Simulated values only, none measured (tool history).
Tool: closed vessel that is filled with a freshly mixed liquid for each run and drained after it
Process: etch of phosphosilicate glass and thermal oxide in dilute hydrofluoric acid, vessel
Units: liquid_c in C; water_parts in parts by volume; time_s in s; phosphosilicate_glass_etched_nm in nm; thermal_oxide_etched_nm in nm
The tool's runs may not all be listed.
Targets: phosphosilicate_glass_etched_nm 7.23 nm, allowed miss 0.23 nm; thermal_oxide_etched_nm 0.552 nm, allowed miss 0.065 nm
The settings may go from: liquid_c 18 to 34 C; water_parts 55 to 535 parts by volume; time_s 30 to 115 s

run,hour,liquid_c,water_parts,time_s,phosphosilicate_glass_etched_nm,thermal_oxide_etched_nm
1,0,26,295,60,10.189,0.78296
2,8,24.5,300,60,9.5009,0.69801
3,9.7,24,310,60,9.0242,0.6962
4,10.9,26,310,60,9.6904,0.72175
5,13,26,260,60,12.308,0.92509
6,18.4,24.5,275,60,10.705,0.82009
7,21,23.5,285,60,9.9157,0.78608
8,24.5,23.5,285,60,9.8935,0.72338
9,25.9,23,295,60,9.221,0.72234
10,31.6,22.5,305,60,8.7614,0.63987
11,36.4,22,310,60,8.4081,0.63204

Which of these 4 next moves meets every target?
A,41.2,24.5,415,65,?,?
B,41.2,22.5,255,40,?,?
C,41.2,22,185,30,?,?
D,41.2,20.5,340,80,?,?

move,phosphosilicate_glass_etched_nm,thermal_oxide_etched_nm
A,6.6522,0.51279
B,7.2246,0.55691
C,7.8694,0.60661
D,9.3231,0.71867
A: takes the result that was furthest off past its target
B: meets every target
C: nearer than the last run, and not there yet
D: further off than the last run
Answer: B
